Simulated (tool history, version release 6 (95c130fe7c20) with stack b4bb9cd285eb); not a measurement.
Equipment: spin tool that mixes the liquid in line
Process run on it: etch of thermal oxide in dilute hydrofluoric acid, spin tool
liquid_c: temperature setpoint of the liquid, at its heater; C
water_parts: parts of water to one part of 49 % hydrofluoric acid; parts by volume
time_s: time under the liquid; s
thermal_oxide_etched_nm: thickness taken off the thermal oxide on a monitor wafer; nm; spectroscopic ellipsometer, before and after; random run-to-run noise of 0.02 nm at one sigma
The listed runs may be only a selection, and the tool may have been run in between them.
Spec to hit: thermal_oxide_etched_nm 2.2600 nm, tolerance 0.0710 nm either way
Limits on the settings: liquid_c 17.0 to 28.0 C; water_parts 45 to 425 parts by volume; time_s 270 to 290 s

run 1 hour=0.0 | liquid_c=20.0 water_parts=235 time_s=270 | thermal_oxide_etched_nm=3.7314
run 2 hour=1.7 | liquid_c=17.5 water_parts=235 time_s=270 | thermal_oxide_etched_nm=3.3218
run 3 hour=7.6 | liquid_c=17.0 water_parts=235 time_s=270 | thermal_oxide_etched_nm=3.2816
run 4 hour=9.7 | liquid_c=17.0 water_parts=245 time_s=270 | thermal_oxide_etched_nm=3.0808
run 5 hour=10.4 | liquid_c=17.0 water_parts=245 time_s=270 | thermal_oxide_etched_nm=3.1226
run 6 hour=18.7 | liquid_c=17.0 water_parts=180 time_s=270 | thermal_oxide_etched_nm=4.4695
run 7 hour=26.4 | liquid_c=17.0 water_parts=200 time_s=270 | thermal_oxide_etched_nm=3.9646
run 8 hour=27.7 | liquid_c=17.0 water_parts=215 time_s=270 | thermal_oxide_etched_nm=3.6387
run 9 hour=31.7 | liquid_c=17.0 water_parts=230 time_s=270 | thermal_oxide_etched_nm=3.3360
run 10 hour=36.8 | liquid_c=17.0 water_parts=240 time_s=270 | thermal_oxide_etched_nm=3.2460
run 11 hour=38.1 | liquid_c=17.0 water_parts=240 time_s=270 | thermal_oxide_etched_nm=3.2028
run 12 hour=40.9 | liquid_c=17.0 water_parts=250 time_s=270 | thermal_oxide_etched_nm=3.0249
run 13 hour=43.5 | liquid_c=17.0 water_parts=260 time_s=270 | thermal_oxide_etched_nm=2.8527
run 14 hour=48.8 | liquid_c=17.0 water_parts=265 time_s=270 | thermal_oxide_etched_nm=2.8327
run 15 hour=54.8 | liquid_c=17.0 water_parts=270 time_s=270 | thermal_oxide_etched_nm=2.8067

Below are 5 possible settings for the next run. Only one of them brings all results inside the allowed miss of their targets. Which is it?
run A hour=60.8 | liquid_c=17.0 water_parts=245 time_s=270 | thermal_oxide_etched_nm=?
run B hour=60.8 | liquid_c=17.5 water_parts=250 time_s=290 | thermal_oxide_etched_nm=?
run C hour=60.8 | liquid_c=18.0 water_parts=290 time_s=280 | thermal_oxide_etched_nm=?
run D hour=60.8 | liquid_c=18.5 water_parts=370 time_s=280 | thermal_oxide_etched_nm=?
run E hour=60.8 | liquid_c=17.0 water_parts=315 time_s=270 | thermal_oxide_etched_nm=?

move=A thermal_oxide_etched_nm=3.0927
move=B thermal_oxide_etched_nm=3.3045
move=C thermal_oxide_etched_nm=2.7074
move=D thermal_oxide_etched_nm=2.0211
move=E thermal_oxide_etched_nm=2.2665
A: the biggest miss grows against the last run
B: the biggest miss grows against the last run
C: closes in on the targets versus the last run, not all within tolerance yet
D: moves the result that the last run missed by most past its target, out the other side
E: each result inside its tolerance
Correct choice: E, which meets every target
